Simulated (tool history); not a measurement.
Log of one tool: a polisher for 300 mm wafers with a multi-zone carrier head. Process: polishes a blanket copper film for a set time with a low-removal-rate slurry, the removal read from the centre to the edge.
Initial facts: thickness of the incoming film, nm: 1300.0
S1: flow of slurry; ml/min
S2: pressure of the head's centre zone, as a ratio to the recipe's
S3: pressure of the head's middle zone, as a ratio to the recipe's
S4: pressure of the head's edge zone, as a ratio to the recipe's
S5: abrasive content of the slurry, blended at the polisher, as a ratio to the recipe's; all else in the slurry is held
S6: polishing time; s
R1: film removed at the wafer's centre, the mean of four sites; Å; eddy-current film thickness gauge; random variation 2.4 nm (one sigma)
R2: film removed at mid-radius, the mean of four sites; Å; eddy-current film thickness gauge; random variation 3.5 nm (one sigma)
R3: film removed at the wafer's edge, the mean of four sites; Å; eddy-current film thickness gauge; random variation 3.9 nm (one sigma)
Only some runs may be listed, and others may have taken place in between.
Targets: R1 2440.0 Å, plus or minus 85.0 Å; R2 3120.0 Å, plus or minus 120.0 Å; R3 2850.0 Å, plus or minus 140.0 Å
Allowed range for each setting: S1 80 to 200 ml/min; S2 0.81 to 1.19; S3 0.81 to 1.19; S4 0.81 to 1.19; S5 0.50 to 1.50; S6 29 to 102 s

{"run": 1, "hour": 0.0, "S1": 130, "S2": 1.0, "S3": 1.0, "S4": 1.0, "S5": 1.0, "S6": 65, "R1": 2257.3, "R2": 2163.0, "R3": 2205.5}
{"run": 2, "hour": 5.3, "S1": 135, "S2": 0.98, "S3": 1.02, "S4": 1.02, "S5": 1.05, "S6": 65, "R1": 2197.3, "R2": 2270.4, "R3": 2280.7}
{"run": 3, "hour": 11.4, "S1": 135, "S2": 1.01, "S3": 1.02, "S4": 1.02, "S5": 1.05, "S6": 65, "R1": 2303.9, "R2": 2208.2, "R3": 2180.8}
{"run": 4, "hour": 16.3, "S1": 135, "S2": 0.96, "S3": 1.02, "S4": 1.02, "S5": 1.05, "S6": 65, "R1": 2151.7, "R2": 2233.2, "R3": 2238.4}
{"run": 5, "hour": 17.4, "S1": 135, "S2": 0.96, "S3": 1.02, "S4": 1.02, "S5": 1.15, "S6": 65, "R1": 2198.5, "R2": 2293.3, "R3": 2333.4}
{"run": 6, "hour": 25.5, "S1": 135, "S2": 0.96, "S3": 1.02, "S4": 1.02, "S5": 1.0, "S6": 65, "R1": 2182.7, "R2": 2235.9, "R3": 2224.3}
{"run": 7, "hour": 30.5, "S1": 140, "S2": 0.95, "S3": 1.03, "S4": 1.02, "S5": 1.05, "S6": 66, "R1": 2179.1, "R2": 2359.9, "R3": 2332.4}
{"run": 8, "hour": 33.1, "S1": 145, "S2": 0.95, "S3": 1.04, "S4": 1.02, "S5": 1.1, "S6": 66, "R1": 2242.0, "R2": 2387.1, "R3": 2280.9}
{"run": 9, "hour": 39.6, "S1": 145, "S2": 0.94, "S3": 1.05, "S4": 1.03, "S5": 1.15, "S6": 67, "R1": 2255.8, "R2": 2478.4, "R3": 2414.2}

Below are 4 possible settings for the next run. Only one of them brings all results inside the allowed miss of their targets. Which is it?
{"run": "A", "hour": 46.1, "S1": 130, "S2": 0.84, "S3": 1.13, "S4": 1.01, "S5": 1.1, "S6": 83, "R1": "?", "R2": "?", "R3": "?"}
{"run": "B", "hour": 46.1, "S1": 185, "S2": 0.81, "S3": 1.19, "S4": 0.99, "S5": 1.15, "S6": 80, "R1": "?", "R2": "?", "R3": "?"}
{"run": "C", "hour": 46.1, "S1": 200, "S2": 0.82, "S3": 1.19, "S4": 1.02, "S5": 1.35, "S6": 76, "R1": "?", "R2": "?", "R3": "?"}
{"run": "D", "hour": 46.1, "S1": 125, "S2": 0.92, "S3": 1.02, "S4": 1.05, "S5": 1.05, "S6": 61, "R1": "?", "R2": "?", "R3": "?"}

move=A R1=2453.6 R2=3121.1 R3=2877.9
move=B R1=2456.7 R2=3348.2 R3=2892.4
move=C R1=2457.7 R2=3303.7 R3=2877.9
move=D R1=1943.7 R2=2089.5 R3=2122.1
A: in spec on every target
B: the result that was furthest off in the last run now lies on the other side of its target
C: the result that was furthest off in the last run now lies on the other side of its target
D: misses by more than the last run did
A meets every target.

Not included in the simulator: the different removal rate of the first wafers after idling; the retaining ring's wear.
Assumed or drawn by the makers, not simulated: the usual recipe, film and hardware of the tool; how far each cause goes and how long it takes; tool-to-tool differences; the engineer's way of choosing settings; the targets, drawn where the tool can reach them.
